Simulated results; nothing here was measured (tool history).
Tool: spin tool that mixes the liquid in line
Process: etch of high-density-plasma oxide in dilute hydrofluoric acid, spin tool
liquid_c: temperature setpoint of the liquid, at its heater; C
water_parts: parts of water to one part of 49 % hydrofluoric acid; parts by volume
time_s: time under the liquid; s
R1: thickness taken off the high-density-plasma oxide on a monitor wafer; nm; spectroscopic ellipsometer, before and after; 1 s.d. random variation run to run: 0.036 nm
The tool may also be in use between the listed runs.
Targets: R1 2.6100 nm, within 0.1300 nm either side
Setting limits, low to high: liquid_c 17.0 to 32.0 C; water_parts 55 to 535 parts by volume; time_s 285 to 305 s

Run 1, hour 0.0: liquid_c 24.0 C, water_parts 295 parts by volume, time_s 285 s. Result: R1 3.8127 nm.
Run 2, hour 1.4: liquid_c 23.5 C, water_parts 300 parts by volume, time_s 285 s. Result: R1 3.8384 nm.
Run 3, hour 8.4: liquid_c 23.5 C, water_parts 300 parts by volume, time_s 285 s. Result: R1 3.6998 nm.
Run 4, hour 15.0: liquid_c 23.5 C, water_parts 255 parts by volume, time_s 285 s. Result: R1 4.6176 nm.
Run 5, hour 15.6: liquid_c 23.5 C, water_parts 255 parts by volume, time_s 285 s. Result: R1 4.5576 nm.
Run 6, hour 22.2: liquid_c 23.5 C, water_parts 255 parts by volume, time_s 285 s. Result: R1 4.7197 nm.
Run 7, hour 24.6: liquid_c 23.0 C, water_parts 265 parts by volume, time_s 285 s. Result: R1 4.3430 nm.
Run 8, hour 30.9: liquid_c 22.5 C, water_parts 275 parts by volume, time_s 285 s. Result: R1 4.0434 nm.

5 candidate next runs follow, results not yet known. Just one meets every target within its allowed miss. Identify it.
Run A, hour 37.2: liquid_c 23.0 C, water_parts 185 parts by volume, time_s 305 s. Result: R1 ?.
Run B, hour 37.2: liquid_c 25.0 C, water_parts 410 parts by volume, time_s 285 s. Result: R1 ?.
Run C, hour 37.2: liquid_c 24.5 C, water_parts 355 parts by volume, time_s 285 s. Result: R1 ?.
Run D, hour 37.2: liquid_c 21.5 C, water_parts 315 parts by volume, time_s 285 s. Result: R1 ?.
Run E, hour 37.2: liquid_c 23.0 C, water_parts 350 parts by volume, time_s 285 s. Result: R1 ?.

move      R1
   A  7.2510
   B  2.6298
   C  3.1431
   D  3.3143
   E  3.0443
A: the biggest miss grows against the last run
B: every result within its allowed miss
C: nearer than the last run, and not there yet
D: nearer than the last run, and not there yet
E: nearer than the last run, and not there yet
B is the move that brings every result within its allowed miss.
